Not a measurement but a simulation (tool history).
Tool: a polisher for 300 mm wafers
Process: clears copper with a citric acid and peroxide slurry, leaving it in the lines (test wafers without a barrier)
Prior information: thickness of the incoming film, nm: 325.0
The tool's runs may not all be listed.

run	hour	flow of slurry (ml/min)	pressure of the wafer on the pad (psi)	speed of the pad under the wafer (m/s)	abrasive content of the slurry	overpolish time after the end point (s)	time until the end point was called (s)	dishing of a wide line in a test structure (angstrom)
1	0.0	255	3.0	1.34	1.00	17	78.275	369.19
2	2.4	255	3.1	1.46	1.00	14	70.681	345.23
3	8.2	245	3.2	1.60	0.95	12	62.931	330.93
4	11.6	245	3.2	1.48	0.95	12	68.814	303.49
5	19.0	225	3.5	1.54	0.85	10	62.375	287.39
6	25.9	225	3.0	1.54	0.85	10	73.638	261.51
7	32.0	210	3.4	1.58	0.75	9	66.138	263.59
8	34.0	155	4.2	1.78	0.50	5	57.396	177.51
9	42.8	155	4.2	1.78	0.50	5	56.377	174.54
10	50.3	170	4.3	1.82	0.50	5	52.218	184.30

Expected results for the next run?
11	52.3	195	4.3	1.82	0.50	5	?	?

{"run 11": {"time until the end point was called (s)": 53.311, "dishing of a wide line in a test structure (angstrom)": 189.88}}

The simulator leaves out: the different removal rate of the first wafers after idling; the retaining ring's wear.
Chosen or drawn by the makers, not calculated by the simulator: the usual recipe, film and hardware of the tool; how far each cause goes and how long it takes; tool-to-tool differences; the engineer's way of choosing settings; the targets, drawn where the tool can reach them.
